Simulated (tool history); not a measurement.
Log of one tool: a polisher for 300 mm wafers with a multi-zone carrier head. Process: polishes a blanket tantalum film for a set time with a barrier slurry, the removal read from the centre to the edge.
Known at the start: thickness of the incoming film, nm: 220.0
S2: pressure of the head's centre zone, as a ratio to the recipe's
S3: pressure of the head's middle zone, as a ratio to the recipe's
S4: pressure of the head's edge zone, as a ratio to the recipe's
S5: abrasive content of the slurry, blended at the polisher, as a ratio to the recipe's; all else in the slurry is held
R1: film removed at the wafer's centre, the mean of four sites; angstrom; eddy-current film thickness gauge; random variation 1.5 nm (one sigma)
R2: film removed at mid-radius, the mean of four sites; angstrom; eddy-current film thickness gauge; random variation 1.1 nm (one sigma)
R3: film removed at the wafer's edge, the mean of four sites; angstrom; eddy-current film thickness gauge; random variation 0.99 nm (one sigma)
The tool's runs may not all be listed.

{"run": 1, "day": 0.0, "flow of slurry (ml/min)": 155, "S2": 1, "S3": 1, "S4": 1, "S5": 1, "polishing time (s)": 38, "R1": 874.11, "R2": 862.11, "R3": 886.49}
{"run": 2, "day": 0.325, "flow of slurry (ml/min)": 170, "S2": 1.05, "S3": 1, "S4": 1.05, "S5": 1.15, "polishing time (s)": 39, "R1": 1016.6, "R2": 938.96, "R3": 985.17}
{"run": 3, "day": 0.65, "flow of slurry (ml/min)": 170, "S2": 1.05, "S3": 1, "S4": 1.11, "S5": 1.15, "polishing time (s)": 39, "R1": 1016.5, "R2": 937.73, "R3": 1020}
{"run": 4, "day": 0.95, "flow of slurry (ml/min)": 170, "S2": 1.05, "S3": 1, "S4": 1.04, "S5": 1.15, "polishing time (s)": 39, "R1": 1028.8, "R2": 927.48, "R3": 985.94}
{"run": 5, "day": 1.158, "flow of slurry (ml/min)": 170, "S2": 1.05, "S3": 1, "S4": 1.01, "S5": 1.15, "polishing time (s)": 39, "R1": 999.46, "R2": 937.04, "R3": 962.9}
{"run": 6, "day": 1.396, "flow of slurry (ml/min)": 190, "S2": 1.05, "S3": 1, "S4": 1.01, "S5": 1.15, "polishing time (s)": 39, "R1": 1047.5, "R2": 954.42, "R3": 981.9}

Forecast run 7:
{"run": 7, "day": 1.454, "flow of slurry (ml/min)": 200, "S2": 1.07, "S3": 1, "S4": 1.05, "S5": 1.25, "polishing time (s)": 39, "R1": "?", "R2": "?", "R3": "?"}

Run 7 gave R1 1070.1 angstrom, R2 981.28 angstrom, R3 1023 angstrom.

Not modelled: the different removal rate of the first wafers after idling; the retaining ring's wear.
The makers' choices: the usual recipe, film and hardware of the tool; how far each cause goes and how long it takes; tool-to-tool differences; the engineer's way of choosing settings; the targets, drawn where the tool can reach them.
